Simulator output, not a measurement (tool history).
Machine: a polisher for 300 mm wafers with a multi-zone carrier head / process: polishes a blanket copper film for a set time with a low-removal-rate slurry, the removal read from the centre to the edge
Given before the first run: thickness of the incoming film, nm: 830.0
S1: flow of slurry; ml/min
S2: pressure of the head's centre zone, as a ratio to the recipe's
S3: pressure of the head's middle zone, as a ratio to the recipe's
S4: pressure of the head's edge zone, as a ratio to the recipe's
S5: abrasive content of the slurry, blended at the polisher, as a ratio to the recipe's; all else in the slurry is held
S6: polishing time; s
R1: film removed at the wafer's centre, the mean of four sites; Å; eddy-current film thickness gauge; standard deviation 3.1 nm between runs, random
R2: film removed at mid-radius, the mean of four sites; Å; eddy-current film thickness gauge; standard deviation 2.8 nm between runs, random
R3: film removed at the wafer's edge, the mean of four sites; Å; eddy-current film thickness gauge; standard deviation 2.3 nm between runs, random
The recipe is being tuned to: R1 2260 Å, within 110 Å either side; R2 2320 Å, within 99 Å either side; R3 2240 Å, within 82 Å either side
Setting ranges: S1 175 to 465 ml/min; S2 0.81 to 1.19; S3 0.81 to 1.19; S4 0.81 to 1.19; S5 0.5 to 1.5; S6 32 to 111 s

{"run": 1, "hour": 0.0, "S1": 295, "S2": 1, "S3": 1, "S4": 1, "S5": 1, "S6": 71, "R1": 1613.7, "R2": 1594.1, "R3": 1622.9}
{"run": 2, "hour": 1.9, "S1": 295, "S2": 1, "S3": 0.94, "S4": 1, "S5": 1, "S6": 71, "R1": 1622.9, "R2": 1523.8, "R3": 1627.1}
{"run": 3, "hour": 2.8, "S1": 295, "S2": 1, "S3": 0.99, "S4": 1, "S5": 1, "S6": 71, "R1": 1584.7, "R2": 1579.7, "R3": 1621.6}
{"run": 4, "hour": 7.2, "S1": 330, "S2": 1, "S3": 0.99, "S4": 1, "S5": 1, "S6": 71, "R1": 1605.2, "R2": 1607.1, "R3": 1643.4}
{"run": 5, "hour": 8.3, "S1": 330, "S2": 1, "S3": 0.99, "S4": 0.97, "S5": 1, "S6": 71, "R1": 1599.7, "R2": 1636.7, "R3": 1593.3}
{"run": 6, "hour": 14.3, "S1": 335, "S2": 1.02, "S3": 1.02, "S4": 0.99, "S5": 1.1, "S6": 74, "R1": 1773.3, "R2": 1754.3, "R3": 1715.8}
{"run": 7, "hour": 22.6, "S1": 340, "S2": 1.02, "S3": 1.05, "S4": 1.01, "S5": 1.2, "S6": 76, "R1": 1846.2, "R2": 1905.5, "R3": 1840}
{"run": 8, "hour": 30.1, "S1": 345, "S2": 1.03, "S3": 1.07, "S4": 1.03, "S5": 1.25, "S6": 77, "R1": 1869.6, "R2": 1954, "R3": 1882.3}
{"run": 9, "hour": 31.8, "S1": 350, "S2": 1.08, "S3": 1.1, "S4": 1.06, "S5": 1.5, "S6": 88, "R1": 2361.6, "R2": 2432.3, "R3": 2313.1}

Below are 5 possible settings for the next run. Only one of them brings all results inside the allowed miss of their targets. Which is it?
{"run": "A", "hour": 33.5, "S1": 270, "S2": 1.04, "S3": 1.09, "S4": 1.03, "S5": 1.35, "S6": 91, "R1": "?", "R2": "?", "R3": "?"}
{"run": "B", "hour": 33.5, "S1": 365, "S2": 0.87, "S3": 1.19, "S4": 1.15, "S5": 1.5, "S6": 90, "R1": "?", "R2": "?", "R3": "?"}
{"run": "C", "hour": 33.5, "S1": 465, "S2": 1.02, "S3": 0.91, "S4": 1.01, "S5": 1.5, "S6": 96, "R1": "?", "R2": "?", "R3": "?"}
{"run": "D", "hour": 33.5, "S1": 345, "S2": 0.93, "S3": 0.91, "S4": 1.19, "S5": 1.5, "S6": 88, "R1": "?", "R2": "?", "R3": "?"}
{"run": "E", "hour": 33.5, "S1": 310, "S2": 1.09, "S3": 0.91, "S4": 1.1, "S5": 1.5, "S6": 92, "R1": "?", "R2": "?", "R3": "?"}

move=A R1=2280.8 R2=2314.7 R3=2258.7
move=B R1=1995.6 R2=2587.8 R3=2471.6
move=C R1=2543 R2=2288.8 R3=2512.4
move=D R1=2072.5 R2=2052.5 R3=2459.4
move=E R1=2515.2 R2=2123.4 R3=2450.6
A: meets every target
B: misses by more than the last run did
C: puts the biggest miss on target and leaves a different result outside tolerance
D: moves the result that the last run missed by most past its target, out the other side
E: moves the result that the last run missed by most past its target, out the other side
Go with A: it meets all targets.
